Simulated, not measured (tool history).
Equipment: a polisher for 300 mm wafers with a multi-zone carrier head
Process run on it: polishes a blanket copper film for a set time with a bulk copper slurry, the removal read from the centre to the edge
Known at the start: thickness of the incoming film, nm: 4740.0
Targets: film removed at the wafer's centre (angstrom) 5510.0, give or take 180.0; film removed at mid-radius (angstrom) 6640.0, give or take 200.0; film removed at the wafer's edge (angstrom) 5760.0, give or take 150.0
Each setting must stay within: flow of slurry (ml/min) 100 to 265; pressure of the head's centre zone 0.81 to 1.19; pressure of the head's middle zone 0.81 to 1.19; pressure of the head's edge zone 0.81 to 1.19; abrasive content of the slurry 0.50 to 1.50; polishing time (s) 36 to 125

run	day	flow of slurry (ml/min)	pressure of the head's centre zone	pressure of the head's middle zone	pressure of the head's edge zone	abrasive content of the slurry	polishing time (s)	film removed at the wafer's centre (angstrom)	film removed at mid-radius (angstrom)	film removed at the wafer's edge (angstrom)
1	0.000	170	1.00	1.00	1.00	1.00	80	11025.0	11364.0	11270.0
2	0.246	170	1.00	1.00	1.00	1.00	97	13341.0	13804.0	13680.0
3	0.388	170	1.00	1.00	1.05	1.00	97	13417.0	13702.0	13950.0
4	0.675	170	1.00	1.00	1.05	0.90	97	13196.0	13520.0	13713.0
5	0.954	170	1.00	1.06	1.05	0.90	97	13165.0	14149.0	13649.0
6	1.204	170	1.00	1.06	1.13	0.90	97	13034.0	14199.0	14082.0
# day 1.550: slurry nozzle cleaned
7	1.550	165	0.99	1.07	1.09	0.80	85	11580.0	12507.0	12300.0
8	1.612	150	0.95	1.06	1.03	0.75	75	9623.6	10889.0	10248.0
9	1.871	145	0.93	1.05	0.99	0.70	68	8430.3	9592.2	9043.6
10	2.208	140	0.92	1.05	0.96	0.65	63	7458.0	8667.1	7985.4
11	2.262	140	0.91	1.05	0.93	0.60	60	6893.7	8271.1	7488.0

Exactly one of the 5 candidate moves below puts every result within its allowed miss. Which one?
A	2.317	110	1.01	1.13	0.92	0.75	81	?	?	?
B	2.317	135	1.06	0.81	1.12	0.70	62	?	?	?
C	2.317	115	0.87	1.01	0.94	0.65	93	?	?	?
D	2.317	190	0.85	1.02	0.81	0.50	48	?	?	?
E	2.317	145	0.81	0.89	1.09	0.70	80	?	?	?

move	film removed at the wafer's centre (angstrom)	film removed at mid-radius (angstrom)	film removed at the wafer's edge (angstrom)
A	10039.0	11386.0	9913.4
B	8472.9	6904.4	8635.0
C	9986.2	11811.0	11392.0
D	5535.5	6643.9	5752.0
E	8691.2	9798.7	11108.0
A: the biggest miss grows against the last run
B: the biggest miss grows against the last run
C: the biggest miss grows against the last run
D: every result lands within tolerance
E: the biggest miss grows against the last run
Correct choice: D, which meets every target

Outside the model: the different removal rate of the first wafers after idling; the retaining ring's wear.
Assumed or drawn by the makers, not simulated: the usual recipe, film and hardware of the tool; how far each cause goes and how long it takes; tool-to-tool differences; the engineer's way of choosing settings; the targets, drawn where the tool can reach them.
